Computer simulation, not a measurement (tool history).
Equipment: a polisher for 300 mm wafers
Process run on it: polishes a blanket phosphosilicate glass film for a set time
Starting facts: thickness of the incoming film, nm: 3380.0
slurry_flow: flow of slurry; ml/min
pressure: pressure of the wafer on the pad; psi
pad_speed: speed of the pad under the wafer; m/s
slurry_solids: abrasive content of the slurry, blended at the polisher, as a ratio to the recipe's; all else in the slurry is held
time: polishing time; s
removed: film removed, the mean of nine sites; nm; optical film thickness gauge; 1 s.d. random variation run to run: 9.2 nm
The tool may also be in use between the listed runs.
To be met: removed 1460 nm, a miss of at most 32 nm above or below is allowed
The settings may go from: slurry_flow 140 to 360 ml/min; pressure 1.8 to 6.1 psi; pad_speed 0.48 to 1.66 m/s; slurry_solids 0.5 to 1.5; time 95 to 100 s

run  hour  slurry_flow  pressure  pad_speed  slurry_solids  time  removed
  1     0          230       3.9       1.06              1    95   1052.1
  2   5.5          235       4.1       1.06              1    95   1106.2
  3   7.7          240       4.3       1.06              1    95   1143.4
  4  12.8          240       4.5       1.06              1    95   1208.1
  5  13.6          240       4.7       1.06              1    95   1261.5
  6  14.3          240       4.8       1.06              1    95   1263.2
  7  15.5          245       4.9       1.06              1    95     1306
  8  21.6          245         5       1.06              1    95   1331.8
  9  30.3          245       5.1       1.06              1    95   1348.3
 10  36.4          250       5.2       1.06              1    95     1380
 11  44.9          250       5.3       1.06              1    95   1411.8

Consider the 5 candidate settings below. Which is the only one whose results all fall within their allowed miss of target?
  A  53.4          320       4.9       0.92           1.05   100        ?
  B  53.4          270       5.3       1.02              1    95        ?
  C  53.4          240       5.1       0.98           1.05    98        ?
  D  53.4          240       5.2        1.1            0.9    96        ?
  E  53.4          225       5.8       0.96            1.1    95        ?

move  removed
   A   1282.2
   B   1374.1
   C   1334.9
   D   1374.8
   E   1447.5
A: the biggest miss grows against the last run
B: the biggest miss grows against the last run
C: the biggest miss grows against the last run
D: the biggest miss grows against the last run
E: meets every target
The move that meets every target is E.
